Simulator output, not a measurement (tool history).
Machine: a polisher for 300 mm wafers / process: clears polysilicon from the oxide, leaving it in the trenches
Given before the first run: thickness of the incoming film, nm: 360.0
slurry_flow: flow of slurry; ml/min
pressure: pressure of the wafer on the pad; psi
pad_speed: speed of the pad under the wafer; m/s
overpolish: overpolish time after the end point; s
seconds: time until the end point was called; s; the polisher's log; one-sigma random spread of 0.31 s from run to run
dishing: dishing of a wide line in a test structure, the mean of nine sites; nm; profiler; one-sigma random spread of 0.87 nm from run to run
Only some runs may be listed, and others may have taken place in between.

run 1 hour=0 | slurry_flow=315 pressure=3 pad_speed=1.22 overpolish=25 | seconds=21.065 dishing=66.541
run 2 hour=1.3 | slurry_flow=315 pressure=3.2 pad_speed=1.24 overpolish=20 | seconds=18.956 dishing=68.982
run 3 hour=6.5 | slurry_flow=315 pressure=3.2 pad_speed=1.04 overpolish=20 | seconds=22.703 dishing=67.235
run 4 hour=13.4 | slurry_flow=315 pressure=3.2 pad_speed=0.88 overpolish=20 | seconds=27.232 dishing=65.413
run 5 hour=17.5 | slurry_flow=315 pressure=3.2 pad_speed=0.88 overpolish=13 | seconds=25.98 dishing=61.759
run 6 hour=25.7 | slurry_flow=315 pressure=3.8 pad_speed=0.88 overpolish=13 | seconds=22.654 dishing=63.74
run 7 hour=31 | slurry_flow=320 pressure=4 pad_speed=0.92 overpolish=11 | seconds=20.484 dishing=63.48
run 8 hour=33.6 | slurry_flow=320 pressure=4.2 pad_speed=0.94 overpolish=10 | seconds=19.637 dishing=64.568
run 9 hour=36.6 | slurry_flow=335 pressure=4.3 pad_speed=0.96 overpolish=9 | seconds=18.922 dishing=60.852

Estimate the outcome of run 10 from the log above:
run 10 hour=43.6 | slurry_flow=325 pressure=4.4 pad_speed=1 overpolish=10 | seconds=? dishing=?

seconds: 17.97 s
dishing: 62.906 nm

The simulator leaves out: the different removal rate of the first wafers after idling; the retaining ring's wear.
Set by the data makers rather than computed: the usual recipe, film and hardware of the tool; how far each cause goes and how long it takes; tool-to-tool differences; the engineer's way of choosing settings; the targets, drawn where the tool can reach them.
